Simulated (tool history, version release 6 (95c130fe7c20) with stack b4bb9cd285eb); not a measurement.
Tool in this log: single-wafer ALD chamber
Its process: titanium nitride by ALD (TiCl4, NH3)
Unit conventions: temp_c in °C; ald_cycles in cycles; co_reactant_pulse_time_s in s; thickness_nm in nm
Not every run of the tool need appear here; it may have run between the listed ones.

run  hour  temp_c  ald_cycles  co_reactant_pulse_time_s  thickness_nm
  1   0.0     400          65                      1.79       1.26020
  2   5.9     394          65                      1.49       1.24400
  3  11.8     389          65                      1.27       1.21510
  4  16.3     382          65                      1.27       1.20180
  5  19.4     382          65                      1.69       1.23590
  6  24.1     382          65                      1.69       1.24100
  7  28.5     380          65                      1.41       1.20930
  8  35.4     379          65                      1.21       1.18720
  9  38.8     376          65                      0.64       0.93017
 10  40.3     382          66                      0.72       1.06340
 11  46.4     384          66                      0.73       1.07370
 12  49.9     386          66                      0.74       1.09540

Predict the results of run 13:
 13  52.6     387          66                      0.74             ?

{"run 13": {"thickness_nm": 1.095}}
